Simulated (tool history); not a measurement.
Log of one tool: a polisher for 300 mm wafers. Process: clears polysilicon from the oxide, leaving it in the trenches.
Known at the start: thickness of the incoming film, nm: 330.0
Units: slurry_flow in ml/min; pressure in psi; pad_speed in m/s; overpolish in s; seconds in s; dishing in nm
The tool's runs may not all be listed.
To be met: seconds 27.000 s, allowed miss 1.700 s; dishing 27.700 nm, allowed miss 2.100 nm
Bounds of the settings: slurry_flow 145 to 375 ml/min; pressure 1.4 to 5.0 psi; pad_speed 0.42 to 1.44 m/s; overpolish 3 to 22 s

Run 1, day 0.000: slurry_flow 240 ml/min, pressure 3.2 psi, pad_speed 0.92 m/s, overpolish 11 s. Result: seconds 19.046 s, dishing 44.663 nm.
Run 2, day 0.158: slurry_flow 240 ml/min, pressure 2.9 psi, pad_speed 0.90 m/s, overpolish 8 s. Result: seconds 21.501 s, dishing 45.912 nm.
Run 3, day 0.500: slurry_flow 240 ml/min, pressure 2.3 psi, pad_speed 0.90 m/s, overpolish 8 s. Result: seconds 25.406 s, dishing 42.501 nm.
Run 4, day 0.700: slurry_flow 240 ml/min, pressure 2.3 psi, pad_speed 1.12 m/s, overpolish 8 s. Result: seconds 21.435 s, dishing 42.171 nm.
Run 5, day 0.950: slurry_flow 240 ml/min, pressure 2.3 psi, pad_speed 1.12 m/s, overpolish 6 s. Result: seconds 21.908 s, dishing 41.968 nm.
At day 1.038: head pressure recalibrated.
Run 6, day 1.038: slurry_flow 240 ml/min, pressure 3.0 psi, pad_speed 1.12 m/s, overpolish 6 s. Result: seconds 18.931 s, dishing 42.941 nm.
Run 7, day 1.112: slurry_flow 210 ml/min, pressure 2.5 psi, pad_speed 1.20 m/s, overpolish 5 s. Result: seconds 20.514 s, dishing 40.893 nm.
Run 8, day 1.442: slurry_flow 190 ml/min, pressure 2.1 psi, pad_speed 1.24 m/s, overpolish 4 s. Result: seconds 23.443 s, dishing 34.304 nm.
Run 9, day 1.608: slurry_flow 175 ml/min, pressure 1.9 psi, pad_speed 1.28 m/s, overpolish 4 s. Result: seconds 25.431 s, dishing 33.512 nm.
Run 10, day 1.800: slurry_flow 165 ml/min, pressure 1.8 psi, pad_speed 1.34 m/s, overpolish 4 s. Result: seconds 25.589 s, dishing 33.472 nm.
Run 11, day 2.017: slurry_flow 160 ml/min, pressure 1.7 psi, pad_speed 1.38 m/s, overpolish 4 s. Result: seconds 25.916 s, dishing 32.185 nm.
Run 12, day 2.267: slurry_flow 155 ml/min, pressure 1.6 psi, pad_speed 1.40 m/s, overpolish 4 s. Result: seconds 27.087 s, dishing 32.613 nm.
Run 13, day 2.400: slurry_flow 150 ml/min, pressure 1.6 psi, pad_speed 1.42 m/s, overpolish 4 s. Result: seconds 26.830 s, dishing 32.136 nm.
Run 14, day 2.567: slurry_flow 150 ml/min, pressure 1.6 psi, pad_speed 1.42 m/s, overpolish 4 s. Result: seconds 26.440 s, dishing 32.577 nm.

Which of these 4 next moves meets every target?
Run A, day 2.733: slurry_flow 145 ml/min, pressure 1.6 psi, pad_speed 1.42 m/s, overpolish 3 s. Result: seconds ?, dishing ?.
Run B, day 2.733: slurry_flow 185 ml/min, pressure 1.8 psi, pad_speed 1.36 m/s, overpolish 5 s. Result: seconds ?, dishing ?.
Run C, day 2.733: slurry_flow 245 ml/min, pressure 1.5 psi, pad_speed 1.28 m/s, overpolish 7 s. Result: seconds ?, dishing ?.
Run D, day 2.733: slurry_flow 160 ml/min, pressure 1.7 psi, pad_speed 1.42 m/s, overpolish 5 s. Result: seconds ?, dishing ?.

move  seconds  dishing
   A   27.625   27.411
   B   25.033   37.199
   C   29.469   39.505
   D   25.851   36.736
A: meets every target
B: further off than the last run
C: further off than the last run
D: further off than the last run
The right move is A.

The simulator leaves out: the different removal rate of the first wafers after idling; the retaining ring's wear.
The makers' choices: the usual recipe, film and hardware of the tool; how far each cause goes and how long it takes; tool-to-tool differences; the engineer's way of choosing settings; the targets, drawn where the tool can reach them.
